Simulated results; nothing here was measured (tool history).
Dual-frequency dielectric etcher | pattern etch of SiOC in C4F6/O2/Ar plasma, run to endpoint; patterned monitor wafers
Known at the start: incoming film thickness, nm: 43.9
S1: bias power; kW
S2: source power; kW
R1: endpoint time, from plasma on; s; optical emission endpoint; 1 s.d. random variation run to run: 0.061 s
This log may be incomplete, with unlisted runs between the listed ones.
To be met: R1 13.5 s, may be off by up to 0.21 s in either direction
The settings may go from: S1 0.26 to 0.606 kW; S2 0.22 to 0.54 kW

run,day,S1,S2,R1
1,0,0.433,0.38,15.173
2,0.312,0.459,0.38,14.937
3,0.567,0.484,0.38,14.701
4,0.712,0.484,0.34,15.35
5,1.088,0.507,0.35,14.832
6,1.4,0.562,0.35,14.341
# day 1.529: bias power generator calibrated
7,1.529,0.571,0.36,13.989
8,1.808,0.571,0.36,14.089
9,1.879,0.578,0.36,13.92
10,2.217,0.583,0.36,13.887
11,2.483,0.587,0.36,13.779
12,2.642,0.591,0.36,13.818
13,2.992,0.594,0.36,13.725

Consider the 5 candidate settings below. Which is the only one whose results all fall within their allowed miss of target?
A,3.342,0.606,0.37,?
B,3.342,0.606,0.33,?
C,3.342,0.606,0.34,?
D,3.342,0.559,0.37,?
E,3.342,0.584,0.34,?

move,R1
A,13.504
B,14.136
C,13.968
D,13.912
E,14.161
A: every result within its allowed miss
B: misses by more than the last run did
C: misses by more than the last run did
D: misses by more than the last run did
E: misses by more than the last run did
Answer: A
